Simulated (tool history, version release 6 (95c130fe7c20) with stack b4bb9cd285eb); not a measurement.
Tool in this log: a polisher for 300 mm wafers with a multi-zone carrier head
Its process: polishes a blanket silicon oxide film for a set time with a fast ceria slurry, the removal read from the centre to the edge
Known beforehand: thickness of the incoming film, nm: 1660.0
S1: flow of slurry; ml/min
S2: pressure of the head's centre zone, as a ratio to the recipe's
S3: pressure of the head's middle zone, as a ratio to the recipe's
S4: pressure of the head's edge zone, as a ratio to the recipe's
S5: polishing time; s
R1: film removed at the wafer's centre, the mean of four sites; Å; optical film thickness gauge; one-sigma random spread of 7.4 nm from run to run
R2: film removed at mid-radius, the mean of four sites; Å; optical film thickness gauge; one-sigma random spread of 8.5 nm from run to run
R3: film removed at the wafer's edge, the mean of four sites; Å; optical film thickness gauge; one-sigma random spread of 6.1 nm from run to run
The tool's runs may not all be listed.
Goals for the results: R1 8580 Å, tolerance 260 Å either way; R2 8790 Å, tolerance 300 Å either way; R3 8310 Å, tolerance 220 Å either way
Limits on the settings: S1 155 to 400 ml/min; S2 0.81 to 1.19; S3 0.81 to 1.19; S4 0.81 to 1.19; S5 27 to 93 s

run    day   S1    S2    S3    S4  S5      R1      R2      R3
  1      0  255     1     1     1  59    6301  6430.9  6235.2
  2  0.142  255  0.91     1     1  59  5782.5  6490.6  6269.3
  3  0.446  265  0.94  1.02  1.03  61  6205.4  6816.4  6535.6
  4  0.471  265  0.94  1.02  0.97  61  6250.8  6918.6  6319.6
  5  0.758  270  0.96  1.04     1  63  6684.9    7120  6761.5
  6  0.838  280  0.97  1.07  1.01  65  6982.8  7569.4  6965.1
  7  0.896  285  0.99  1.09  1.03  66  7203.9    7948  7113.3
  8  1.017  290  1.01  1.09  1.05  67  7316.7  8092.6  7478.6
  9  1.288  300  1.04  1.09  1.06  68  7827.2  8180.3  7576.3
 10  1.454  310  1.05   1.1  1.08  68  7952.8  8132.7  7702.9
 11  1.612  315  1.06  1.11  1.09  68  7977.8  8163.8    7744
 12  1.858  320  1.07  1.12   1.1  68  8192.4  8536.2  7735.8
 13  1.946  325  1.07  1.12  1.12  68    8102  8422.5  7816.6
 14  2.238  330  1.08  1.12  1.13  68  8173.2  8508.7  7878.6

Next run, 4 choices. One meets every target within its allowed miss, the rest don't. Which?
  A  2.529  320  1.09  1.04  1.15  75   ?   ?   ?
  B  2.529  325  1.03  1.06  1.06  74   ?   ?   ?
  C  2.529  330  1.16  1.11  1.13  72   ?   ?   ?
  D  2.529  330  1.18  1.14  1.19  70   ?   ?   ?

move      R1      R2      R3
   A  9172.6  8730.4  8666.5
   B  8563.9  8771.7  8212.2
   C  9410.2  8883.4  8256.1
   D  9309.5  8835.1  8241.8
A: moves the result that the last run missed by most past its target, out the other side
B: every result within its allowed miss
C: brings the last run's worst result on target, with another outside its allowed miss
D: brings the last run's worst result on target, with another outside its allowed miss
So the answer is move B, the one that meets all the targets.

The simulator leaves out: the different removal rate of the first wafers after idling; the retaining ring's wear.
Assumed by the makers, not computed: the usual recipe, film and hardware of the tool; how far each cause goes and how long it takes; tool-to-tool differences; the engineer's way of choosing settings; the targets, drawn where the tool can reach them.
